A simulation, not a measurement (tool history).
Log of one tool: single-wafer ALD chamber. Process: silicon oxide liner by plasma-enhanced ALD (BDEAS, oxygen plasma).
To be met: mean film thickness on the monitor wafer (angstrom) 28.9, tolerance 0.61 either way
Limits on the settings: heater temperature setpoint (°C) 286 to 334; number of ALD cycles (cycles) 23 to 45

run,hour,heater temperature setpoint (°C),number of ALD cycles (cycles),mean film thickness on the monitor wafer (angstrom)
1,0,310,34,32.044
2,7.3,318,34,31.298
3,14.2,318,39,35.929
4,17,320,36,33.254
5,18.6,312,36,33.451
6,26.1,312,40,37.039
7,33.4,313,37,34.388
8,39.6,314,35,32.458
9,47.4,315,34,31.371
10,55.8,316,33,30.635
11,60.5,316,32,29.889

4 candidate next runs follow, results not yet known. Just one meets every target within its allowed miss. Identify it.
A,65.2,329,33,?
B,65.2,327,33,?
C,65.2,314,31,?
D,65.2,315,33,?

move,mean film thickness on the monitor wafer (angstrom)
A,29.799
B,29.896
C,28.678
D,30.479
A: moves toward the targets from the last run without getting all of them in spec
B: about as far from the targets as the last run
C: every result within its allowed miss
D: moves away from the targets compared with the last run
C is the move that brings every result within its allowed miss.
